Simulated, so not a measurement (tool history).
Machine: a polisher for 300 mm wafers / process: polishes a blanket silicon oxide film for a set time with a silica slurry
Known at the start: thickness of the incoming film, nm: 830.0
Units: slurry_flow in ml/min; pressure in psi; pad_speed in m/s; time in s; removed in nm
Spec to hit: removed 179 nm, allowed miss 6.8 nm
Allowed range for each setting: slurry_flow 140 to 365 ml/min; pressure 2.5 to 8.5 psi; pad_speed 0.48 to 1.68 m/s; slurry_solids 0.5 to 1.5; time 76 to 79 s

| run | day | slurry_flow | pressure | pad_speed | slurry_solids | time | removed |
|---|---|---|---|---|---|---|---|
| 1 | 0 | 235 | 5.5 | 1.08 | 1 | 76 | 370.77 |
| 2 | 0.279 | 235 | 6.4 | 1.08 | 1 | 76 | 431.59 |
| 3 | 0.517 | 235 | 6.4 | 1.08 | 1 | 76 | 423.34 |
| 4 | 0.567 | 235 | 6.4 | 1.08 | 1 | 79 | 448.95 |
| 5 | 0.817 | 235 | 6.4 | 0.92 | 1 | 79 | 393.19 |
| 6 | 1.029 | 270 | 6.4 | 0.92 | 1 | 79 | 402.76 |
| 7 | 1.117 | 270 | 5.2 | 0.86 | 1 | 79 | 314.17 |
| 8 | 1.25 | 270 | 4.4 | 0.82 | 1 | 79 | 256.11 |
| 9 | 1.396 | 265 | 3.8 | 0.82 | 1 | 79 | 222.45 |
| 10 | 1.554 | 255 | 3.5 | 0.82 | 1 | 79 | 197.13 |

Pick the move, out of 5, that brings all results within their allowed miss; only one does.
| A | 1.712 | 215 | 3.2 | 0.66 | 1.15 | 78 | ? |
| B | 1.712 | 220 | 4.5 | 0.66 | 1.1 | 79 | ? |
| C | 1.712 | 290 | 3.4 | 0.7 | 1 | 76 | ? |
| D | 1.712 | 195 | 3.7 | 0.8 | 0.9 | 76 | ? |
| E | 1.712 | 195 | 3.4 | 0.66 | 1.1 | 78 | ? |

| move | removed |
|---|---|
| A | 162.51 |
| B | 223.38 |
| C | 168.2 |
| D | 180.38 |
| E | 165.68 |
A: carries the result that was furthest off beyond its target, to the other side
B: moves away from the targets compared with the last run
C: carries the result that was furthest off beyond its target, to the other side
D: every result lands within tolerance
E: carries the result that was furthest off beyond its target, to the other side
Correct choice: D, which meets every target
